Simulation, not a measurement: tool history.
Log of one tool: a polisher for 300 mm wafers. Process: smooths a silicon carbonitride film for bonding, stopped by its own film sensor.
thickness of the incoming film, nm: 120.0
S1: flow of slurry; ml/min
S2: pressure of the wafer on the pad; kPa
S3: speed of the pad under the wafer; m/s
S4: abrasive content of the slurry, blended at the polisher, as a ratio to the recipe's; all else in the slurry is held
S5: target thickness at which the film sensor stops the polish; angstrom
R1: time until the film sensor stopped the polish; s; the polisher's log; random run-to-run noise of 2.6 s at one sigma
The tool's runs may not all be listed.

run,hour,S1,S2,S3,S4,S5,R1
1,0.0,310,16.5,1.12,1.00,780,163.79
2,3.6,310,16.5,1.12,0.85,780,182.01
3,8.5,310,15.9,1.12,0.85,780,195.00
4,13.3,310,15.9,1.12,0.85,780,194.50
5,16.4,310,15.9,0.86,0.85,780,238.35
6,21.7,310,15.9,0.86,0.85,780,240.97
7,29.2,310,16.5,0.86,0.85,780,231.51
8,32.6,310,17.2,0.86,0.85,780,217.87

Expected results for the next run?
# hour 33.7: head pressure recalibrated
9,33.7,310,17.9,0.86,0.85,780,?

Run 9 gave R1 195.26 s.
